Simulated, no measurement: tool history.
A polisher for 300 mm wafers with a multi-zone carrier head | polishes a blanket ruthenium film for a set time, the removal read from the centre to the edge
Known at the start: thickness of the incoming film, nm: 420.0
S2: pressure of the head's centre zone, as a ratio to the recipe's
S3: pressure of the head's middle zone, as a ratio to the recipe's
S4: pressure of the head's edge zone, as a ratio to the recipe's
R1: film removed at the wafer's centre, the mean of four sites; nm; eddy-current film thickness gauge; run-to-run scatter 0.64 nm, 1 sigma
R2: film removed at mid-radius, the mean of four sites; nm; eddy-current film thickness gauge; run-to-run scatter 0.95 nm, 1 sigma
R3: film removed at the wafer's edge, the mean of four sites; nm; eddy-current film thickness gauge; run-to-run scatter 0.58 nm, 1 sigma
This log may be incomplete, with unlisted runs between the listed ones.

run 1 hour=0 | flow_of_slurry_(ml/min)=255 S2=1 S3=1 S4=1 polishing_time_(s)=55 | R1=50.407 R2=50.707 R3=52.373
run 2 hour=3.1 | flow_of_slurry_(ml/min)=265 S2=1.01 S3=1.03 S4=1 polishing_time_(s)=57 | R1=52.944 R2=53.344 R3=53.817
run 3 hour=4.4 | flow_of_slurry_(ml/min)=265 S2=1.01 S3=1.03 S4=1 polishing_time_(s)=69 | R1=64.329 R2=65.077 R3=65.511
run 4 hour=5.7 | flow_of_slurry_(ml/min)=270 S2=1.01 S3=1.06 S4=1 polishing_time_(s)=69 | R1=64.336 R2=65.933 R3=65.794
run 5 hour=14.4 | flow_of_slurry_(ml/min)=275 S2=1.01 S3=1.08 S4=0.98 polishing_time_(s)=70 | R1=64.533 R2=68.964 R3=66.253
run 6 hour=19.7 | flow_of_slurry_(ml/min)=280 S2=1.02 S3=1.1 S4=0.98 polishing_time_(s)=70 | R1=66.276 R2=70.03 R3=67.241
run 7 hour=23.7 | flow_of_slurry_(ml/min)=285 S2=1.02 S3=1.11 S4=0.97 polishing_time_(s)=70 | R1=65.352 R2=70.632 R3=66.614

Expected results for the next run?
run 8 hour=28.3 | flow_of_slurry_(ml/min)=290 S2=1.03 S3=1.12 S4=0.96 polishing_time_(s)=70 | R1=? R2=? R3=?

{"run 8": {"R1": 66.933, "R2": 72.939, "R3": 66.209}}
